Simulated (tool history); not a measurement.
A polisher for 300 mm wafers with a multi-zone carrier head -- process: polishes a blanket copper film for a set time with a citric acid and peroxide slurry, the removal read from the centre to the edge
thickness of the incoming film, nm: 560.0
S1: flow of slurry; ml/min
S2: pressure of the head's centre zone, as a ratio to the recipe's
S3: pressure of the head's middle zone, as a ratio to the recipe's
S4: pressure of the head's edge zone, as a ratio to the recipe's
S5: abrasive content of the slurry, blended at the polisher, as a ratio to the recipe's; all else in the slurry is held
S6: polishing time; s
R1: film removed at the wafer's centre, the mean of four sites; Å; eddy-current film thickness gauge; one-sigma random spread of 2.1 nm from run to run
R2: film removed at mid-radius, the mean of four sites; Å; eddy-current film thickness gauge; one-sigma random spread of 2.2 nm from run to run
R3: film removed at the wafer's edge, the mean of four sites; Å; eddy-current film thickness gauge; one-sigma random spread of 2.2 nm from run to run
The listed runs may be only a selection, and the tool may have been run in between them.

run 1 day=0 | S1=310 S2=1 S3=1 S4=1 S5=1 S6=73 | R1=1842.2 R2=1847.3 R3=1750.9
run 2 day=0.296 | S1=315 S2=1.02 S3=1.04 S4=1.04 S5=1.15 S6=74 | R1=2013.8 R2=1974.2 R3=1907.5
run 3 day=0.6 | S1=325 S2=1.03 S3=1.09 S4=1.06 S5=1.2 S6=75 | R1=2064.7 R2=2143.3 R3=1992.8
run 4 day=0.629 | S1=325 S2=1.03 S3=1.09 S4=1.06 S5=1.4 S6=75 | R1=2145.6 R2=2223.2 R3=2037.8
run 5 day=0.962 | S1=325 S2=1.03 S3=1.09 S4=1.06 S5=1.4 S6=86 | R1=2477.8 R2=2539.2 R3=2381.9
run 6 day=1.154 | S1=315 S2=1.02 S3=1.08 S4=1.03 S5=1.35 S6=86 | R1=2391.3 R2=2491.7 R3=2314.6
run 7 day=1.442 | S1=305 S2=1.02 S3=1.07 S4=1 S5=1.35 S6=86 | R1=2354 R2=2462.3 R3=2253.1

Predict the results of run 8:
run 8 day=1.579 | S1=295 S2=1.02 S3=1.06 S4=0.99 S5=1.35 S6=86 | R1=? R2=? R3=?

R1: 2388.2 Å
R2: 2437.6 Å
R3: 2294.2 Å

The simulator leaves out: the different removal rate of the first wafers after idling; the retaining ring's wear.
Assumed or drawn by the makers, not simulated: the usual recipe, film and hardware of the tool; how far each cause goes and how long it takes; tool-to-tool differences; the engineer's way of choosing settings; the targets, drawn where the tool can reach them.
